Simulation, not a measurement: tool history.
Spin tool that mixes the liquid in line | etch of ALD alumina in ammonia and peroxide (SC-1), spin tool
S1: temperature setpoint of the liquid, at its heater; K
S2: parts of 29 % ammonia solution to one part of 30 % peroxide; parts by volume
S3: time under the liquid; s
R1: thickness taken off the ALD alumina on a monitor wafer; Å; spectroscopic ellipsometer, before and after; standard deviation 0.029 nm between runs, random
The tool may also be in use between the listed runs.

run  hour      S1    S2   S3      R1
  1     0  324.15   0.6  295  115.54
  2   7.8  319.65  0.55  295  90.474
  3    15  319.65  0.55  320  98.254
  4  20.8  319.65  0.55  320   97.77
  5    27  316.65  0.45  315  80.017
  6    36  320.15  0.45  315  97.163
  7  43.6  317.15   0.4  315  80.468
  8  52.6  315.15  0.35  315  70.699

Expected results for the next run?
  9  53.8  313.65  0.35  315   ?

{"run 9": {"R1": 65.152}}

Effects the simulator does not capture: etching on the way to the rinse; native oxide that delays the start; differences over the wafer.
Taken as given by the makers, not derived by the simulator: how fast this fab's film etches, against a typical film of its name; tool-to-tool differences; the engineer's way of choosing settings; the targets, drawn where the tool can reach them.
